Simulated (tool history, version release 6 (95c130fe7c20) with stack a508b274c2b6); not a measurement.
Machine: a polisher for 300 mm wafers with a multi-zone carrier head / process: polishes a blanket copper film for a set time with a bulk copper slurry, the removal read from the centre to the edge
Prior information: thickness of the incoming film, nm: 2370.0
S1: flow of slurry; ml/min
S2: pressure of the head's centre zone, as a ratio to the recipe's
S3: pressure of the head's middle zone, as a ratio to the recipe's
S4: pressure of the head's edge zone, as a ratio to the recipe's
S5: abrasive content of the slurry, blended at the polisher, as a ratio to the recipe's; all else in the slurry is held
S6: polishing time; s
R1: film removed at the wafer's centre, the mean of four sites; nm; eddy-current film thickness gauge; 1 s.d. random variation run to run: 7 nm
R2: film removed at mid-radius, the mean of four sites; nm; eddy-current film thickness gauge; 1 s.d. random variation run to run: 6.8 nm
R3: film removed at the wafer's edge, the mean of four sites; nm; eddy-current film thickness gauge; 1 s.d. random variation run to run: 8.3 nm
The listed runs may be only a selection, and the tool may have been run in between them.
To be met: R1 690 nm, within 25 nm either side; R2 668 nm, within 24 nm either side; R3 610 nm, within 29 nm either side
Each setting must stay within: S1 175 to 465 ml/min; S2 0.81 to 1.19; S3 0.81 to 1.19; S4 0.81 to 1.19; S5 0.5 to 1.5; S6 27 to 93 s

run,hour,S1,S2,S3,S4,S5,S6,R1,R2,R3
1,0,295,1,1,1,1,59,439.77,456.82,479.5
2,4,295,1,1.05,1,1,59,449.53,469.35,470.04
3,9.6,295,1,1.05,1.07,1,59,444.13,473.77,485.84
4,14.4,295,1,1.05,0.99,1,59,445.59,488.26,475.79
5,18.7,295,1.04,1.05,0.99,1,59,459.47,481.57,485.11
6,24.2,350,1.09,1.06,0.93,1.1,61,522.34,518.19,490.06
7,27.2,345,1.11,1.08,0.95,1.25,64,588.76,567.75,544.7
8,29.6,345,1.12,1.11,0.96,1.35,65,600.16,603.43,563.82

Pick the move, out of 5, that brings all results within their allowed miss; only one does.
A,32,420,1.08,1.16,1.04,1.45,68,?,?,?
B,32,290,0.96,1.19,1.06,0.95,79,?,?,?
C,32,385,1.14,1.12,0.96,1.45,57,?,?,?
D,32,285,1.17,1.11,0.93,1.35,72,?,?,?
E,32,390,1.11,1.13,1,1.35,56,?,?,?

move,R1,R2,R3
A,636.85,689.16,624.54
B,571.25,698.66,630.86
C,554.96,558.86,501.36
D,681.39,668.45,598.65
E,522.78,542.17,492.48
A: closer than the last run, but not yet in spec
B: lands further from the targets than the last run did
C: lands further from the targets than the last run did
D: hits every target within its allowed miss
E: lands further from the targets than the last run did
D is the move that brings every result within its allowed miss.

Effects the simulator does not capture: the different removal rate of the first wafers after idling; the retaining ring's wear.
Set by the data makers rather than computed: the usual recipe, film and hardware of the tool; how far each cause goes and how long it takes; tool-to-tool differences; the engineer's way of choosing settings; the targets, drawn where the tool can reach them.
